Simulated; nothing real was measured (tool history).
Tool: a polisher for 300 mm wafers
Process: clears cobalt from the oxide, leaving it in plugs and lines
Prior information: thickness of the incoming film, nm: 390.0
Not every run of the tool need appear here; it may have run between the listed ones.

run    day  flow of slurry (ml/min)  pressure of the wafer on the pad (kPa)  speed of the pad under the wafer (m/s)  overpolish time after the end point (s)  time until the end point was called (s)  dishing of a wide line in a test structure (angstrom)
  1  0.000                      280                                    13.1                                    1.16                                       17                                   66.442                                                 563.48
  2  0.304                      280                                    11.7                                    1.16                                       17                                   74.715                                                 505.92
  3  0.433                      280                                     9.0                                    1.16                                       17                                   96.924                                                 448.43
  4  0.717                      280                                     9.0                                    1.16                                       24                                   98.876                                                 542.29
  5  0.958                      280                                    10.3                                    1.16                                       23                                   84.263                                                 560.63
  6  1.242                      280                                    10.3                                    1.34                                       23                                   76.236                                                 622.96
  7  1.350                      280                                    11.0                                    1.34                                       22                                   69.805                                                 624.80
  8  1.558                      280                                    11.7                                    1.34                                       21                                   66.114                                                 624.50

Run 9 has not been measured yet. What should we expect?
  9  1.729                      280                                    12.4                                    1.34                                       21                                        ?                                                      ?

For run 9 the tool returned time until the end point was called (s) 63.366, dishing of a wide line in a test structure (angstrom) 630.47.

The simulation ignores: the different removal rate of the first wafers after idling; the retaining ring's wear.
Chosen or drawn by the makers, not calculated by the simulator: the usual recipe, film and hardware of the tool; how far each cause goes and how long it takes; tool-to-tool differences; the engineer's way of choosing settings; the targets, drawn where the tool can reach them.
